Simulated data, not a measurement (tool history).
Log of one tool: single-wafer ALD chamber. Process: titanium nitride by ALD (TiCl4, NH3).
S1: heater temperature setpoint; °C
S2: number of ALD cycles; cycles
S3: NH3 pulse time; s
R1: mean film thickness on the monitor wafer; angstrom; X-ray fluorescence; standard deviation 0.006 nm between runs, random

run 1 hour=0 | S1=385 S2=69 S3=2.18 | R1=14.454
run 2 hour=1.6 | S1=377 S2=69 S3=2.18 | R1=14.299
run 3 hour=6.1 | S1=377 S2=69 S3=2.18 | R1=14.281
run 4 hour=12.7 | S1=377 S2=65 S3=2.18 | R1=13.387
run 5 hour=13.7 | S1=377 S2=65 S3=2.18 | R1=13.488
run 6 hour=22.7 | S1=388 S2=65 S3=2.18 | R1=13.595
run 7 hour=26.7 | S1=386 S2=65 S3=1.98 | R1=13.385

Run 8 is up next; what results do you expect?
run 8 hour=31.3 | S1=386 S2=65 S3=1.92 | R1=?

R1: 13.383 angstrom

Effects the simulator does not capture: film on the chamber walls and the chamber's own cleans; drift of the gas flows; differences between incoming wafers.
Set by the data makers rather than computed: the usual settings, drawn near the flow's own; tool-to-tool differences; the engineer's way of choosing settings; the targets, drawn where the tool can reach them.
